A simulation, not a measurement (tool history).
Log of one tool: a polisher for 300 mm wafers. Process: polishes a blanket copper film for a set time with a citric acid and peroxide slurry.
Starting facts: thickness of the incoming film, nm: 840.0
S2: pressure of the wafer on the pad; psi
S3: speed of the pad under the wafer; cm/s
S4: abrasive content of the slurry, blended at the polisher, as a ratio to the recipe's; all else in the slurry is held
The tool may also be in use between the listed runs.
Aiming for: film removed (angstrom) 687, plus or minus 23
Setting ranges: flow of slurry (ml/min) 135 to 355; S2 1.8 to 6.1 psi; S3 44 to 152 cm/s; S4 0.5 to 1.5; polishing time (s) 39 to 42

{"run": 1, "hour": 0.0, "flow of slurry (ml/min)": 225, "S2": 3.9, "S3": 98, "S4": 1, "polishing time (s)": 39, "film removed (angstrom)": 864.43}
{"run": 2, "hour": 2.3, "flow of slurry (ml/min)": 225, "S2": 3.6, "S3": 98, "S4": 1, "polishing time (s)": 39, "film removed (angstrom)": 805.28}
{"run": 3, "hour": 5.4, "flow of slurry (ml/min)": 225, "S2": 3.4, "S3": 98, "S4": 1, "polishing time (s)": 39, "film removed (angstrom)": 765.75}
{"run": 4, "hour": 8.5, "flow of slurry (ml/min)": 280, "S2": 3.4, "S3": 98, "S4": 1, "polishing time (s)": 39, "film removed (angstrom)": 805.15}
{"run": 5, "hour": 13.9, "flow of slurry (ml/min)": 280, "S2": 4.3, "S3": 98, "S4": 1, "polishing time (s)": 39, "film removed (angstrom)": 971.83}
{"run": 6, "hour": 22.0, "flow of slurry (ml/min)": 280, "S2": 4.9, "S3": 98, "S4": 1, "polishing time (s)": 39, "film removed (angstrom)": 1120.5}
{"run": 7, "hour": 27.5, "flow of slurry (ml/min)": 270, "S2": 3.8, "S3": 96, "S4": 1, "polishing time (s)": 39, "film removed (angstrom)": 853.36}
{"run": 8, "hour": 33.6, "flow of slurry (ml/min)": 260, "S2": 3.5, "S3": 96, "S4": 1, "polishing time (s)": 39, "film removed (angstrom)": 802.23}
{"hour": 40.8, "done": "slurry nozzle cleaned"}
{"run": 9, "hour": 40.8, "flow of slurry (ml/min)": 245, "S2": 3.3, "S3": 96, "S4": 1, "polishing time (s)": 39, "film removed (angstrom)": 808.38}
{"run": 10, "hour": 45.4, "flow of slurry (ml/min)": 235, "S2": 3, "S3": 96, "S4": 1, "polishing time (s)": 39, "film removed (angstrom)": 739.33}
{"run": 11, "hour": 50.7, "flow of slurry (ml/min)": 230, "S2": 2.9, "S3": 96, "S4": 1, "polishing time (s)": 39, "film removed (angstrom)": 723.97}

5 next moves are on the table. One of them brings every result within its allowed miss. Which?
{"run": "A", "hour": 56.0, "flow of slurry (ml/min)": 230, "S2": 2.2, "S3": 106, "S4": 0.95, "polishing time (s)": 40, "film removed (angstrom)": "?"}
{"run": "B", "hour": 56.0, "flow of slurry (ml/min)": 255, "S2": 2.9, "S3": 90, "S4": 1, "polishing time (s)": 39, "film removed (angstrom)": "?"}
{"run": "C", "hour": 56.0, "flow of slurry (ml/min)": 190, "S2": 3.2, "S3": 88, "S4": 0.95, "polishing time (s)": 41, "film removed (angstrom)": "?"}
{"run": "D", "hour": 56.0, "flow of slurry (ml/min)": 315, "S2": 4.4, "S3": 54, "S4": 0.9, "polishing time (s)": 39, "film removed (angstrom)": "?"}
{"run": "E", "hour": 56.0, "flow of slurry (ml/min)": 290, "S2": 3.2, "S3": 84, "S4": 1, "polishing time (s)": 40, "film removed (angstrom)": "?"}

move=A film_removed_(angstrom)=638.46
move=B film_removed_(angstrom)=689.43
move=C film_removed_(angstrom)=736.11
move=D film_removed_(angstrom)=637.59
move=E film_removed_(angstrom)=732.94
A: takes the biggest miss from the last run beyond its target
B: in spec on every target
C: misses by more than the last run did
D: takes the biggest miss from the last run beyond its target
E: misses by more than the last run did
So the answer is move B, the one that meets all the targets.

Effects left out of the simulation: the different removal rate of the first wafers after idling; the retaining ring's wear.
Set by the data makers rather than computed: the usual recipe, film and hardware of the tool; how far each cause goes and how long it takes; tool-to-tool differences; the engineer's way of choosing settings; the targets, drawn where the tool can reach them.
